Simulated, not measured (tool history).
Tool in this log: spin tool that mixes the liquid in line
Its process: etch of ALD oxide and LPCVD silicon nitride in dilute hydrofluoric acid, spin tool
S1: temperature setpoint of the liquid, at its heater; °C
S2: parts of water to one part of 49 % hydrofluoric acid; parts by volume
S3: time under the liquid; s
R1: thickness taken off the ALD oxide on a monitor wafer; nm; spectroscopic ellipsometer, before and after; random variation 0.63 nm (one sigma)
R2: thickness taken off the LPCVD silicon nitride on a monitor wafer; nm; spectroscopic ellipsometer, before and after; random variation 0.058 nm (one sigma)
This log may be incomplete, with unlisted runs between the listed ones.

run	hour	S1	S2	S3	R1	R2
1	0	26	135	180	40.563	0.82074
2	5.1	29	135	180	45.515	0.93249
3	8.3	31.5	135	180	48.892	1.1496
4	16.1	31.5	135	115	31.744	0.73139
5	23.5	29.5	135	115	29.02	0.65074
6	24.3	29.5	95	115	44.203	0.97273
7	31.4	29.5	95	115	44.093	0.94058
8	33.2	30.5	80	115	56.204	1.1997

For run 9, what comes out?
9	35.6	31	75	115	?	?

{"run 9": {"R1": 61.132, "R2": 1.3468}}
